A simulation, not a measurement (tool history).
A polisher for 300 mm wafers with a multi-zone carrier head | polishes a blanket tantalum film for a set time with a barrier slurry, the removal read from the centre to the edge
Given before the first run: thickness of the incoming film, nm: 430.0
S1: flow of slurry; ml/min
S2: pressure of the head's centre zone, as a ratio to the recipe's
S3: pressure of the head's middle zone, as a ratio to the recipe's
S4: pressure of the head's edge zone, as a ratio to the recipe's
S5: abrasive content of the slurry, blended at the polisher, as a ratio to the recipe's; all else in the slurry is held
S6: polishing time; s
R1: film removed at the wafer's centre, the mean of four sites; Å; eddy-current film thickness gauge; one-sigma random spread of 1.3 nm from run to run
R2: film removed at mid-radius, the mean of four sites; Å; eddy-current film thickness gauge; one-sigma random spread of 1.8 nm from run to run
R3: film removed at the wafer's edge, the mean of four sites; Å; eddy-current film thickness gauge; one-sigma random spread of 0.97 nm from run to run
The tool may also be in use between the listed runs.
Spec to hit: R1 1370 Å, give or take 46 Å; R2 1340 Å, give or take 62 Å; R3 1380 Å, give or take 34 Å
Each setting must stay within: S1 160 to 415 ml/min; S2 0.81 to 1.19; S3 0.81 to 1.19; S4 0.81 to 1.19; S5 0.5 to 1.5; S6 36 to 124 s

run  hour   S1    S2    S3    S4    S5  S6      R1      R2      R3
  1     0  265     1     1     1     1  79  1055.8    1061  1073.7
  2   1.7  270  1.02  1.01  1.03   1.1  79  1127.9  1131.2  1122.5
  3   7.1  275  1.02     1  1.06  1.15  80  1165.8  1114.4  1168.6
  4   9.1  215  1.02     1  1.06  1.15  80  1133.1  1095.4  1150.3
  5  16.3  215  1.02  1.05  1.06  1.15  80  1095.3  1127.4  1141.5
  6    21  230  1.03  1.06  1.08   1.2  80    1177  1183.2  1158.5
  7  28.7  240  1.02  1.06   1.1  1.25  81  1185.3  1213.7  1190.7
  8  30.7  240  1.02  1.05  1.11   1.3  82  1205.2    1231  1240.8
  9    32  250  1.03  1.05  1.13  1.35  82  1256.8  1222.1  1262.6
 10  38.4  260  1.03  1.06  1.14   1.4  83    1244  1321.7    1302
 11  42.7  265  1.04  1.05  1.15   1.4  83  1267.2  1261.5  1302.5
 12  45.6  270  1.05  1.05  1.16   1.4  83  1300.9  1298.3  1309.5
 13  54.5  275  1.05  1.05  1.17   1.4  83  1299.1  1277.9  1320.8
 14  57.6  280  1.05  1.05  1.17   1.4  83  1300.7  1285.5  1331.6
 15  59.2  290  1.06  1.05  1.17   1.4  83  1322.4  1282.6  1323.5

Consider the 5 candidate settings below. Which is the only one whose results all fall within their allowed miss of target?
  A  60.8  265  1.14  1.12  1.08  1.15  83   ?   ?   ?
  B  60.8  260  1.03  1.14  1.02  1.15  91   ?   ?   ?
  C  60.8  300  1.06  1.01  1.19   1.4  82   ?   ?   ?
  D  60.8  280  0.93  0.98  1.19   1.5  85   ?   ?   ?
  E  60.8  310  1.04  1.06  1.17   1.2  89   ?   ?   ?

move      R1      R2      R3
   A  1340.8  1282.3  1208.8
   B    1324  1422.6  1294.2
   C  1311.4  1248.3  1318.6
   D  1199.5  1276.2  1380.3
   E  1350.7  1357.8    1372
A: its largest miss is bigger than the last run's
B: its largest miss is bigger than the last run's
C: its largest miss is bigger than the last run's
D: gets the furthest-off result to its target, but another result is out of tolerance
E: meets every target
E meets every target.
